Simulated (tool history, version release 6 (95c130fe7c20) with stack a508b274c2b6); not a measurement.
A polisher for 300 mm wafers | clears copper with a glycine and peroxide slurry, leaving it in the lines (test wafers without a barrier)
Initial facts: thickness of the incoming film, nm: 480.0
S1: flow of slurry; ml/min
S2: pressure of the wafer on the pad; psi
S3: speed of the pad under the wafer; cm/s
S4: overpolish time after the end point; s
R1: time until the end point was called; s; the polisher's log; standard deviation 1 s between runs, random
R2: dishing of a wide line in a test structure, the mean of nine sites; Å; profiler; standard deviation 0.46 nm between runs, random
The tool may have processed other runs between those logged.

Run 1, hour 0.0: S1 220 ml/min, S2 2.3 psi, S3 120 cm/s, S4 11 s. Result: R1 76.979 s, R2 417.77 Å.
Run 2, hour 2.5: S1 220 ml/min, S2 2.8 psi, S3 120 cm/s, S4 11 s. Result: R1 67.432 s, R2 479.28 Å.
Run 3, hour 9.7: S1 220 ml/min, S2 2.8 psi, S3 120 cm/s, S4 14 s. Result: R1 65.893 s, R2 559.40 Å.
Run 4, hour 14.0: S1 220 ml/min, S2 2.8 psi, S3 122 cm/s, S4 12 s. Result: R1 65.492 s, R2 516.92 Å.
Run 5, hour 18.9: S1 220 ml/min, S2 2.8 psi, S3 124 cm/s, S4 11 s. Result: R1 63.776 s, R2 483.97 Å.
Run 6, hour 27.7: S1 220 ml/min, S2 2.8 psi, S3 126 cm/s, S4 10 s. Result: R1 62.018 s, R2 449.65 Å.
Run 7, hour 34.3: S1 225 ml/min, S2 2.8 psi, S3 130 cm/s, S4 6 s. Result: R1 61.456 s, R2 311.77 Å.
Run 8, hour 35.7: S1 225 ml/min, S2 2.9 psi, S3 126 cm/s, S4 8 s. Result: R1 61.812 s, R2 394.82 Å.

Estimate the outcome of run 9 from the log above:
Run 9, hour 44.1: S1 225 ml/min, S2 2.9 psi, S3 128 cm/s, S4 8 s. Result: R1 ?, R2 ?.

Run 9 measured R1 59.769 s, R2 406.21 Å.

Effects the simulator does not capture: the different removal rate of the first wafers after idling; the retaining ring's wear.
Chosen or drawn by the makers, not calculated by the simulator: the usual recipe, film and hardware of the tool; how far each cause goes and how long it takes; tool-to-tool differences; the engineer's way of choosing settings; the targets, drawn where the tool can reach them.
